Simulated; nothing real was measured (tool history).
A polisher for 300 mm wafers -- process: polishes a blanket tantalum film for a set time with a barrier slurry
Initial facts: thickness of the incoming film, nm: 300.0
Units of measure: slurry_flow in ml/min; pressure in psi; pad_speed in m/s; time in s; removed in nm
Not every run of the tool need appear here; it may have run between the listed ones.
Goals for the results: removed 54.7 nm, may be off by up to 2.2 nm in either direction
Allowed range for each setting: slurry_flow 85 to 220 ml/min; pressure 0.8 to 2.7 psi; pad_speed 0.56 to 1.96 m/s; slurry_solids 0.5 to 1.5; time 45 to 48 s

{"run": 1, "hour": 0.0, "slurry_flow": 140, "pressure": 1.7, "pad_speed": 1.26, "slurry_solids": 1, "time": 45, "removed": 80.879}
{"run": 2, "hour": 5.1, "slurry_flow": 140, "pressure": 1.6, "pad_speed": 1.26, "slurry_solids": 1, "time": 45, "removed": 77.667}
{"run": 3, "hour": 12.8, "slurry_flow": 140, "pressure": 1.6, "pad_speed": 1.26, "slurry_solids": 1, "time": 45, "removed": 76.731}
{"run": 4, "hour": 17.8, "slurry_flow": 140, "pressure": 1.6, "pad_speed": 1.26, "slurry_solids": 1, "time": 48, "removed": 82.571}
{"run": 5, "hour": 24.8, "slurry_flow": 140, "pressure": 1.6, "pad_speed": 1.26, "slurry_solids": 1, "time": 48, "removed": 81.585}
{"run": 6, "hour": 33.7, "slurry_flow": 140, "pressure": 1.6, "pad_speed": 1.26, "slurry_solids": 1.15, "time": 48, "removed": 83.622}
{"run": 7, "hour": 39.7, "slurry_flow": 140, "pressure": 1.5, "pad_speed": 1.26, "slurry_solids": 1.15, "time": 48, "removed": 80.897}
{"run": 8, "hour": 47.2, "slurry_flow": 140, "pressure": 1.4, "pad_speed": 1.26, "slurry_solids": 1.15, "time": 48, "removed": 74.955}
{"run": 9, "hour": 53.7, "slurry_flow": 140, "pressure": 1.3, "pad_speed": 1.26, "slurry_solids": 1.15, "time": 48, "removed": 69.42}
{"run": 10, "hour": 54.4, "slurry_flow": 135, "pressure": 1.1, "pad_speed": 1.26, "slurry_solids": 1.15, "time": 48, "removed": 58.559}
{"run": 11, "hour": 60.6, "slurry_flow": 125, "pressure": 1.1, "pad_speed": 1.26, "slurry_solids": 1.15, "time": 48, "removed": 57.593}
{"run": 12, "hour": 66.3, "slurry_flow": 115, "pressure": 1.1, "pad_speed": 1.26, "slurry_solids": 1.15, "time": 48, "removed": 57.074}
{"run": 13, "hour": 74.2, "slurry_flow": 110, "pressure": 1, "pad_speed": 1.26, "slurry_solids": 1.15, "time": 48, "removed": 51.908}

Exercise: of the 5 proposed moves below, exactly one satisfies all targets within the stated allowed misses. Which move is it?
{"run": "A", "hour": 82.1, "slurry_flow": 125, "pressure": 1.2, "pad_speed": 1.26, "slurry_solids": 1.3, "time": 45, "removed": "?"}
{"run": "B", "hour": 82.1, "slurry_flow": 160, "pressure": 0.8, "pad_speed": 1.64, "slurry_solids": 0.9, "time": 48, "removed": "?"}
{"run": "C", "hour": 82.1, "slurry_flow": 120, "pressure": 1.1, "pad_speed": 1.32, "slurry_solids": 1.1, "time": 48, "removed": "?"}
{"run": "D", "hour": 82.1, "slurry_flow": 110, "pressure": 1.1, "pad_speed": 1.34, "slurry_solids": 1.1, "time": 48, "removed": "?"}
{"run": "E", "hour": 82.1, "slurry_flow": 115, "pressure": 1.4, "pad_speed": 1.04, "slurry_solids": 1.05, "time": 48, "removed": "?"}

move=A removed=61.126
move=B removed=53.613
move=C removed=59.273
move=D removed=58.837
move=E removed=57.827
A: moves the result that the last run missed by most past its target, out the other side
B: in spec on every target
C: moves the result that the last run missed by most past its target, out the other side
D: moves the result that the last run missed by most past its target, out the other side
E: moves the result that the last run missed by most past its target, out the other side
So the answer is move B, the one that meets all the targets.
